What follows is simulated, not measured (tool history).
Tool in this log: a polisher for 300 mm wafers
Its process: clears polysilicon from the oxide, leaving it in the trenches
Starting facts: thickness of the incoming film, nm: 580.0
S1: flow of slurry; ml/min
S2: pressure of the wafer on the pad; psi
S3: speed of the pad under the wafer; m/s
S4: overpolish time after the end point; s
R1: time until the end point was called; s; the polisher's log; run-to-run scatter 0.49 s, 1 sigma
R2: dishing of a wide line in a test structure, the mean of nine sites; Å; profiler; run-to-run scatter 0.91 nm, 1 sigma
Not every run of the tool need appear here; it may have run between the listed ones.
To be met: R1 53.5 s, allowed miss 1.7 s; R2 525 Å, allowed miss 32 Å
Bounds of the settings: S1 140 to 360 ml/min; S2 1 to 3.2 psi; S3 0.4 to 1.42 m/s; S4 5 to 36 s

{"run": 1, "day": 0.0, "S1": 230, "S2": 2.1, "S3": 0.9, "S4": 18, "R1": 62.351, "R2": 512.92}
{"run": 2, "day": 0.35, "S1": 230, "S2": 2.2, "S3": 0.9, "S4": 18, "R1": 60.725, "R2": 526.25}
{"run": 3, "day": 0.638, "S1": 230, "S2": 2.2, "S3": 0.9, "S4": 11, "R1": 59.266, "R2": 457.76}
{"run": 4, "day": 0.971, "S1": 230, "S2": 2.2, "S3": 0.9, "S4": 12, "R1": 59.157, "R2": 499.29}
{"run": 5, "day": 1.296, "S1": 230, "S2": 1.8, "S3": 0.9, "S4": 12, "R1": 70.901, "R2": 446.12}
{"run": 6, "day": 1.554, "S1": 230, "S2": 1.8, "S3": 0.76, "S4": 12, "R1": 82.986, "R2": 420.71}
{"run": 7, "day": 1.833, "S1": 230, "S2": 2, "S3": 0.76, "S4": 13, "R1": 74.641, "R2": 455.36}
{"run": 8, "day": 1.896, "S1": 230, "S2": 2, "S3": 0.76, "S4": 13, "R1": 75.81, "R2": 468.46}
{"run": 9, "day": 2.021, "S1": 230, "S2": 2.1, "S3": 0.76, "S4": 12, "R1": 73.319, "R2": 455.7}
{"run": 10, "day": 2.308, "S1": 230, "S2": 2.2, "S3": 0.76, "S4": 12, "R1": 70.136, "R2": 455.83}
{"run": 11, "day": 2.4, "S1": 230, "S2": 2.3, "S3": 0.76, "S4": 13, "R1": 67.748, "R2": 472.55}
{"run": 12, "day": 2.725, "S1": 230, "S2": 2.3, "S3": 0.76, "S4": 13, "R1": 67.043, "R2": 481.6}
{"run": 13, "day": 2.992, "S1": 230, "S2": 2.4, "S3": 0.76, "S4": 13, "R1": 63.24, "R2": 487.2}
{"run": 14, "day": 3.05, "S1": 230, "S2": 2.4, "S3": 0.76, "S4": 13, "R1": 64.351, "R2": 488.68}
{"run": 15, "day": 3.254, "S1": 230, "S2": 2.5, "S3": 0.76, "S4": 13, "R1": 61.655, "R2": 488.46}
{"run": 16, "day": 3.429, "S1": 230, "S2": 2.6, "S3": 0.76, "S4": 13, "R1": 59.75, "R2": 490.69}
{"run": 17, "day": 3.588, "S1": 230, "S2": 2.7, "S3": 0.76, "S4": 13, "R1": 57.705, "R2": 497.97}
{"run": 18, "day": 3.683, "S1": 235, "S2": 2.8, "S3": 0.76, "S4": 14, "R1": 57.028, "R2": 515.38}

Next run, 4 choices. One meets every target within its allowed miss, the rest don't. Which?
{"run": "A", "day": 3.779, "S1": 295, "S2": 2.5, "S3": 0.66, "S4": 23, "R1": "?", "R2": "?"}
{"run": "B", "day": 3.779, "S1": 280, "S2": 2.5, "S3": 0.76, "S4": 16, "R1": "?", "R2": "?"}
{"run": "C", "day": 3.779, "S1": 270, "S2": 2.3, "S3": 0.96, "S4": 15, "R1": "?", "R2": "?"}
{"run": "D", "day": 3.779, "S1": 200, "S2": 2.9, "S3": 0.7, "S4": 19, "R1": "?", "R2": "?"}

move=A R1=67.223 R2=534.14
move=B R1=59.555 R2=510.41
move=C R1=52.047 R2=518.34
move=D R1=58.38 R2=530.05
A: the biggest miss grows against the last run
B: the biggest miss grows against the last run
C: all results in spec
D: the biggest miss grows against the last run
Answer: C
